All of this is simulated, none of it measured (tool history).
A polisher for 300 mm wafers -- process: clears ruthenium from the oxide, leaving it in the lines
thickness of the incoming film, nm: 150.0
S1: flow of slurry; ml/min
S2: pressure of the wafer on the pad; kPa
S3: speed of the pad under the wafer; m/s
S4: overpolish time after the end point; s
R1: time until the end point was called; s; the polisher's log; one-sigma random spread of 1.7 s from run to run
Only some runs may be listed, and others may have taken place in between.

run    day   S1    S2   S3  S4      R1
  1      0  135  15.9  0.9  13  155.93
  2  0.229  135  16.5  0.9  13   150.7
  3  0.542  110  16.5  0.9  13  159.56
  4  0.879  110  16.5  0.9  14  158.12
  5  0.921  110  16.5  0.9  13  158.92
  6  1.271  110  16.5    1  13  143.73

Run 7, settings as shown, results not yet in. Your forecast:
  7  1.375  115  17.2   1  13   ?

{"run 7": {"R1": 135.06}}

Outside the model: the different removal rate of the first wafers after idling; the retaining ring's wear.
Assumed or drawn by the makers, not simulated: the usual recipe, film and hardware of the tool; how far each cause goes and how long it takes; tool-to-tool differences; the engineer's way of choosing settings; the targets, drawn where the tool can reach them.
